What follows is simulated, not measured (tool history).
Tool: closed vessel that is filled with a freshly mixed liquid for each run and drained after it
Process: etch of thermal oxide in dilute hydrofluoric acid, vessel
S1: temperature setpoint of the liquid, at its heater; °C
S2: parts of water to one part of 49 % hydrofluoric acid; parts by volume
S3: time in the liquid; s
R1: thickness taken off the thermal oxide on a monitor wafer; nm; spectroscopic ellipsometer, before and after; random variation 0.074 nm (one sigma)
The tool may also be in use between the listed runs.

{"run": 1, "hour": 0.0, "S1": 23, "S2": 50, "S3": 165, "R1": 17.117}
{"run": 2, "hour": 8.5, "S1": 22, "S2": 50, "S3": 165, "R1": 16.358}
{"run": 3, "hour": 14.7, "S1": 21, "S2": 50, "S3": 165, "R1": 15.81}
{"run": 4, "hour": 16.9, "S1": 20.5, "S2": 50, "S3": 165, "R1": 15.263}
{"run": 5, "hour": 23.6, "S1": 19, "S2": 50, "S3": 165, "R1": 14.416}
{"run": 6, "hour": 25.7, "S1": 18.5, "S2": 50, "S3": 165, "R1": 14.029}

The next listed run, before its measurement:
{"run": 7, "hour": 29.6, "S1": 17.5, "S2": 55, "S3": 165, "R1": "?"}

R1: 12.194 nm
